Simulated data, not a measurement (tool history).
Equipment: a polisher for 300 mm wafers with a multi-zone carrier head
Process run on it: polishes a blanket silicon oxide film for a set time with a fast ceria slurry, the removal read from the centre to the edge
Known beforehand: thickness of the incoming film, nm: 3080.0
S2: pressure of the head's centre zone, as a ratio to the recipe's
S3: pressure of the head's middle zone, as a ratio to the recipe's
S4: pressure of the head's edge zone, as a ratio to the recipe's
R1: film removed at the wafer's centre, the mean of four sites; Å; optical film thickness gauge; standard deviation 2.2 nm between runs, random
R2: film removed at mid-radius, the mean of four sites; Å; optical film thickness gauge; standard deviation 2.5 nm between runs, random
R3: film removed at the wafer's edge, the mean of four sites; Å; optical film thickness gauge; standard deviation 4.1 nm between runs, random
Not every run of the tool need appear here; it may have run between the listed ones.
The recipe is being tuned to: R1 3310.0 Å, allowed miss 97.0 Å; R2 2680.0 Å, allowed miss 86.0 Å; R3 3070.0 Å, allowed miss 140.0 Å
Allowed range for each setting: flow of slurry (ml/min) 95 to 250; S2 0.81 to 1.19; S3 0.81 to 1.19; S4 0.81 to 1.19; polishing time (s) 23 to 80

run 1 hour=0.0 | flow_of_slurry_(ml/min)=160 S2=1.00 S3=1.00 S4=1.00 polishing_time_(s)=51 | R1=3988.8 R2=3893.6 R3=3819.0
run 2 hour=4.7 | flow_of_slurry_(ml/min)=160 S2=0.93 S3=1.00 S4=1.00 polishing_time_(s)=51 | R1=3736.1 R2=3972.0 R3=3922.7
run 3 hour=5.7 | flow_of_slurry_(ml/min)=155 S2=0.95 S3=0.97 S4=0.99 polishing_time_(s)=50 | R1=3693.1 R2=3765.8 R3=3752.9
run 4 hour=7.2 | flow_of_slurry_(ml/min)=155 S2=0.95 S3=0.97 S4=0.99 polishing_time_(s)=55 | R1=4127.0 R2=4145.6 R3=4162.8
run 5 hour=10.7 | flow_of_slurry_(ml/min)=155 S2=0.95 S3=0.97 S4=0.99 polishing_time_(s)=48 | R1=3607.5 R2=3646.1 R3=3694.1
run 6 hour=16.0 | flow_of_slurry_(ml/min)=150 S2=0.97 S3=0.94 S4=0.98 polishing_time_(s)=46 | R1=3471.8 R2=3423.7 R3=3436.8
run 7 hour=23.1 | flow_of_slurry_(ml/min)=145 S2=0.99 S3=0.92 S4=1.00 polishing_time_(s)=45 | R1=3420.1 R2=3225.7 R3=3331.3
run 8 hour=27.4 | flow_of_slurry_(ml/min)=140 S2=1.00 S3=0.90 S4=1.01 polishing_time_(s)=45 | R1=3412.2 R2=3151.9 R3=3385.4
run 9 hour=30.0 | flow_of_slurry_(ml/min)=135 S2=1.01 S3=0.88 S4=1.01 polishing_time_(s)=45 | R1=3454.8 R2=3120.4 R3=3343.9
run 10 hour=32.4 | flow_of_slurry_(ml/min)=130 S2=1.02 S3=0.87 S4=1.02 polishing_time_(s)=44 | R1=3390.6 R2=3017.9 R3=3324.9
run 11 hour=40.3 | flow_of_slurry_(ml/min)=125 S2=1.03 S3=0.86 S4=1.02 polishing_time_(s)=43 | R1=3295.2 R2=2893.4 R3=3228.1
run 12 hour=45.7 | flow_of_slurry_(ml/min)=125 S2=1.04 S3=0.85 S4=1.02 polishing_time_(s)=43 | R1=3349.7 R2=2856.3 R3=3271.8
run 13 hour=47.6 | flow_of_slurry_(ml/min)=125 S2=1.05 S3=0.84 S4=1.01 polishing_time_(s)=43 | R1=3316.3 R2=2829.5 R3=3160.5
run 14 hour=49.5 | flow_of_slurry_(ml/min)=125 S2=1.06 S3=0.83 S4=1.01 polishing_time_(s)=43 | R1=3371.7 R2=2781.5 R3=3136.4

Exactly one of the 4 candidate moves below puts every result within its allowed miss. Which one?
run A hour=51.4 | flow_of_slurry_(ml/min)=125 S2=1.06 S3=0.81 S4=0.96 polishing_time_(s)=42 | R1=? R2=? R3=?
run B hour=51.4 | flow_of_slurry_(ml/min)=125 S2=1.04 S3=0.88 S4=0.94 polishing_time_(s)=44 | R1=? R2=? R3=?
run C hour=51.4 | flow_of_slurry_(ml/min)=130 S2=1.03 S3=0.81 S4=0.95 polishing_time_(s)=46 | R1=? R2=? R3=?
run D hour=51.4 | flow_of_slurry_(ml/min)=180 S2=0.99 S3=0.89 S4=1.02 polishing_time_(s)=41 | R1=? R2=? R3=?

move=A R1=3289.4 R2=2726.3 R3=3020.1
move=B R1=3395.6 R2=3030.7 R3=3131.9
move=C R1=3547.4 R2=3005.9 R3=3307.5
move=D R1=3239.6 R2=3009.2 R3=3150.1
A: all results land within tolerance of their targets
B: the biggest miss grows against the last run
C: the biggest miss grows against the last run
D: the biggest miss grows against the last run
The right move is A.
